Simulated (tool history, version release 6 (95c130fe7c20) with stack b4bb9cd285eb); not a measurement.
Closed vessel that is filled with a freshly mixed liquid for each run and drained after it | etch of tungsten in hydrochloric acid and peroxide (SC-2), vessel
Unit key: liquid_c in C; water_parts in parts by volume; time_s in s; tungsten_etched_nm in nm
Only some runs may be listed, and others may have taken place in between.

{"run": 1, "hour": 0.0, "liquid_c": 47.0, "water_parts": 5.5, "time_s": 105, "tungsten_etched_nm": 23.889}
{"run": 2, "hour": 5.7, "liquid_c": 46.5, "water_parts": 5.5, "time_s": 105, "tungsten_etched_nm": 23.08}
{"run": 3, "hour": 10.3, "liquid_c": 51.0, "water_parts": 5.5, "time_s": 105, "tungsten_etched_nm": 31.473}
{"run": 4, "hour": 18.4, "liquid_c": 51.0, "water_parts": 5.5, "time_s": 110, "tungsten_etched_nm": 32.348}
{"run": 5, "hour": 25.9, "liquid_c": 50.0, "water_parts": 5.5, "time_s": 110, "tungsten_etched_nm": 30.993}
{"run": 6, "hour": 31.7, "liquid_c": 50.0, "water_parts": 4.5, "time_s": 110, "tungsten_etched_nm": 35.635}
{"run": 7, "hour": 39.6, "liquid_c": 50.0, "water_parts": 4.5, "time_s": 110, "tungsten_etched_nm": 35.365}

The next listed run, before its measurement:
{"run": 8, "hour": 44.0, "liquid_c": 49.0, "water_parts": 4.5, "time_s": 110, "tungsten_etched_nm": "?"}

{"run 8": {"tungsten_etched_nm": 33.601}}

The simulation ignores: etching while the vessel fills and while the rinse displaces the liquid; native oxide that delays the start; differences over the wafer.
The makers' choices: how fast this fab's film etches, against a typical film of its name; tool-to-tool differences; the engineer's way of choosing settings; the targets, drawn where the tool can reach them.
